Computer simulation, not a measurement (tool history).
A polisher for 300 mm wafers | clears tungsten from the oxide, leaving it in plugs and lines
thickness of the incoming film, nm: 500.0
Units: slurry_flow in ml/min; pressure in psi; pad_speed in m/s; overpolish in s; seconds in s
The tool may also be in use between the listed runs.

Run 1, hour 0.0: slurry_flow 300 ml/min, pressure 3.3 psi, pad_speed 1.20 m/s, slurry_solids 1.00, overpolish 16 s. Result: seconds 96.193 s.
Run 2, hour 8.5: slurry_flow 295 ml/min, pressure 2.9 psi, pad_speed 1.06 m/s, slurry_solids 1.00, overpolish 16 s. Result: seconds 124.620 s.
Run 3, hour 15.9: slurry_flow 295 ml/min, pressure 2.4 psi, pad_speed 1.06 m/s, slurry_solids 1.00, overpolish 16 s. Result: seconds 149.370 s.
Run 4, hour 20.7: slurry_flow 295 ml/min, pressure 2.4 psi, pad_speed 1.06 m/s, slurry_solids 0.90, overpolish 16 s. Result: seconds 151.390 s.
Run 5, hour 28.4: slurry_flow 295 ml/min, pressure 2.4 psi, pad_speed 1.06 m/s, slurry_solids 0.90, overpolish 13 s. Result: seconds 153.390 s.
Run 6, hour 35.0: slurry_flow 295 ml/min, pressure 2.4 psi, pad_speed 1.06 m/s, slurry_solids 0.75, overpolish 13 s. Result: seconds 161.220 s.
Run 7, hour 35.9: slurry_flow 295 ml/min, pressure 2.2 psi, pad_speed 1.00 m/s, slurry_solids 0.75, overpolish 13 s. Result: seconds 185.020 s.
Run 8, hour 41.7: slurry_flow 295 ml/min, pressure 2.0 psi, pad_speed 0.96 m/s, slurry_solids 0.75, overpolish 13 s. Result: seconds 209.940 s.
Run 9, hour 43.2: slurry_flow 295 ml/min, pressure 1.9 psi, pad_speed 0.94 m/s, slurry_solids 0.75, overpolish 13 s. Result: seconds 213.750 s.

Run 10 comes next. What will it give?
Run 10, hour 48.6: slurry_flow 295 ml/min, pressure 1.8 psi, pad_speed 0.90 m/s, slurry_solids 0.75, overpolish 13 s. Result: seconds ?.

{"run 10": {"seconds": 247.81}}
